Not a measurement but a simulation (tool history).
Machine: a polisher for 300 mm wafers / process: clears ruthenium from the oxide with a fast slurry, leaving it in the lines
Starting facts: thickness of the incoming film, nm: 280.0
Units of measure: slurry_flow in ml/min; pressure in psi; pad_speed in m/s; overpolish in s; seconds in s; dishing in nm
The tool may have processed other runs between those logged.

{"run": 1, "day": 0.0, "slurry_flow": 200, "pressure": 2.6, "pad_speed": 0.94, "slurry_solids": 1, "overpolish": 17, "seconds": 96.817, "dishing": 43.9}
{"run": 2, "day": 0.042, "slurry_flow": 225, "pressure": 2.6, "pad_speed": 0.94, "slurry_solids": 1, "overpolish": 17, "seconds": 94.332, "dishing": 43.892}
{"run": 3, "day": 0.192, "slurry_flow": 275, "pressure": 2.6, "pad_speed": 0.94, "slurry_solids": 1, "overpolish": 17, "seconds": 94.059, "dishing": 44.514}
{"run": 4, "day": 0.462, "slurry_flow": 275, "pressure": 2.2, "pad_speed": 0.8, "slurry_solids": 1, "overpolish": 16, "seconds": 125.3, "dishing": 32.047}
{"run": 5, "day": 0.821, "slurry_flow": 275, "pressure": 1.9, "pad_speed": 0.72, "slurry_solids": 1, "overpolish": 15, "seconds": 163.26, "dishing": 23.926}
{"run": 6, "day": 1.183, "slurry_flow": 275, "pressure": 1.4, "pad_speed": 0.72, "slurry_solids": 1, "overpolish": 15, "seconds": 217.16, "dishing": 17.912}

Predict the results of run 7:
{"run": 7, "day": 1.433, "slurry_flow": 265, "pressure": 1.4, "pad_speed": 0.72, "slurry_solids": 1, "overpolish": 15, "seconds": "?", "dishing": "?"}

For run 7 the tool returned seconds 219.1 s, dishing 18.348 nm.

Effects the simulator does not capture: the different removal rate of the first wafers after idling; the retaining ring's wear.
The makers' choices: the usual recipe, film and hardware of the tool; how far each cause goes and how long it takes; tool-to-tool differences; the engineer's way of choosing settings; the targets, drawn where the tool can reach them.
